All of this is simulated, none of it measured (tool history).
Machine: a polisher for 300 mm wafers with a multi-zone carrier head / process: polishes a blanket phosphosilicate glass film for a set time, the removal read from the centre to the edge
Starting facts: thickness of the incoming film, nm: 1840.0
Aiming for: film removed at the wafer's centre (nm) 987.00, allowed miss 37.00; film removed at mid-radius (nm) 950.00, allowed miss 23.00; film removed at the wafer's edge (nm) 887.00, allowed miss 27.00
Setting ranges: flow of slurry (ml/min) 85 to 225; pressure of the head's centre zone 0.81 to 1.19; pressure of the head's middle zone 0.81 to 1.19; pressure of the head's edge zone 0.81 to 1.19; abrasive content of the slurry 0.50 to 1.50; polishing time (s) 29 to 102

run	day	flow of slurry (ml/min)	pressure of the head's centre zone	pressure of the head's middle zone	pressure of the head's edge zone	abrasive content of the slurry	polishing time (s)	film removed at the wafer's centre (nm)	film removed at mid-radius (nm)	film removed at the wafer's edge (nm)
1	0.000	145	1.00	1.00	1.00	1.00	65	585.41	596.34	581.82
2	0.196	160	1.04	1.03	1.04	1.15	66	679.80	659.47	630.78
3	0.408	160	1.04	1.09	1.04	1.15	66	687.44	709.02	644.28
4	0.654	160	0.97	1.09	1.04	1.15	66	642.19	688.83	645.11
5	0.908	165	1.00	1.10	1.07	1.25	69	739.63	766.60	705.03
6	0.979	140	1.00	1.10	1.07	1.25	69	702.93	740.47	686.37
7	1.292	180	1.10	1.14	1.17	1.50	71	868.67	886.39	812.93
8	1.633	190	1.11	1.13	1.17	1.50	72	893.40	897.26	834.14
9	1.692	195	1.12	1.13	1.17	1.50	73	896.48	912.93	852.82
10	1.800	190	1.14	1.13	1.16	1.50	74	923.96	917.36	861.55

Below are 5 possible settings for the next run. Only one of them brings all results inside the allowed miss of their targets. Which is it?
A	1.908	215	1.19	1.18	0.92	1.50	76	?	?	?
B	1.908	165	1.04	1.10	1.18	1.40	79	?	?	?
C	1.908	190	1.09	0.97	1.19	1.35	82	?	?	?
D	1.908	205	1.09	1.13	1.15	1.35	71	?	?	?
E	1.908	145	1.18	1.12	1.13	1.50	81	?	?	?

move	film removed at the wafer's centre (nm)	film removed at mid-radius (nm)	film removed at the wafer's edge (nm)
A	1021.80	1006.50	799.40
B	898.82	920.78	889.01
C	976.26	868.44	932.74
D	857.30	866.24	798.54
E	1001.70	956.94	896.19
A: the worst result of the last run now meets its target, but another is out of spec
B: moves away from the targets compared with the last run
C: the worst result of the last run now meets its target, but another is out of spec
D: moves away from the targets compared with the last run
E: all results in spec
Go with E: it meets all targets.
